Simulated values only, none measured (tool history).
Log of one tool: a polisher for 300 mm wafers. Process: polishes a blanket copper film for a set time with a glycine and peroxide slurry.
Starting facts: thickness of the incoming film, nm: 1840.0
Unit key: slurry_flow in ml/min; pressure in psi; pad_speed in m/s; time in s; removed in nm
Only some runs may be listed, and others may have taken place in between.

run	day	slurry_flow	pressure	pad_speed	time	removed
1	0	175	1.6	0.84	62	178.32
2	0.083	170	1.5	0.84	62	168.84
3	0.208	170	1.5	0.84	62	169.3
4	0.404	170	1.3	0.84	62	152.32
5	0.725	195	1.3	0.84	62	159.83
6	1.017	185	1.3	0.84	62	156.05
7	1.275	175	1.3	0.84	62	156.96
8	1.317	170	1.2	0.84	62	146.52
9	1.6	165	1.2	0.84	62	144.81

Run 10 has not been measured yet. What should we expect?
10	1.925	160	1.2	0.84	62	?

{"run 10": {"removed": 143.93}}
